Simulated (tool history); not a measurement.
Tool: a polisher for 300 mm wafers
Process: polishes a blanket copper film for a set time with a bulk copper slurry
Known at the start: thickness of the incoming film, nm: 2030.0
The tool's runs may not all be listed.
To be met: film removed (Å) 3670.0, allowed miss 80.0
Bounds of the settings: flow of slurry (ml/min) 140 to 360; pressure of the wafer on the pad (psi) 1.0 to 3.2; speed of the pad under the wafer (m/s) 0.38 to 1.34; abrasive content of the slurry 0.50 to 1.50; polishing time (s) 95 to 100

run,day,flow of slurry (ml/min),pressure of the wafer on the pad (psi),speed of the pad under the wafer (m/s),abrasive content of the slurry,polishing time (s),film removed (Å)
1,0.000,230,2.1,0.86,1.00,95,4586.8
2,0.042,230,1.7,0.86,1.00,95,3945.0
3,0.346,230,1.7,0.86,1.00,95,3906.6
4,0.433,230,1.7,1.00,1.00,95,4321.4
5,0.475,230,2.1,1.00,1.00,95,5064.1
6,0.717,225,2.0,1.00,1.00,95,4827.5
7,1.075,225,2.0,1.00,1.00,95,4874.4
8,1.304,220,1.9,1.00,1.00,95,4696.5
9,1.354,220,1.8,1.00,1.00,95,4470.8
10,1.496,215,1.7,1.00,1.00,95,4302.3
11,1.854,215,1.7,1.00,1.00,95,4342.6
12,2.208,190,1.3,1.00,1.00,95,3480.5
13,2.229,195,1.3,1.00,1.00,95,3517.8
14,2.508,200,1.3,1.00,1.00,95,3526.5
15,2.758,205,1.3,1.00,1.00,95,3509.6
16,2.854,210,1.3,1.00,1.00,95,3537.5
17,3.217,210,1.3,1.00,1.00,95,3564.3
18,3.475,215,1.3,1.00,1.00,95,3561.1
19,3.575,220,1.3,1.00,1.00,95,3560.2
20,3.808,235,1.4,1.00,1.00,95,3805.8

4 next moves are on the table. One of them brings every result within its allowed miss. Which?
A,4.042,225,1.4,1.02,1.05,99,?
B,4.042,240,1.4,0.98,0.95,98,?
C,4.042,230,1.4,0.96,0.90,95,?
D,4.042,245,1.4,1.06,1.00,95,?

move,film removed (Å)
A,3990.1
B,3820.3
C,3606.0
D,3947.1
A: further off than the last run
B: further off than the last run
C: meets every target
D: further off than the last run
Move C is the one to make.
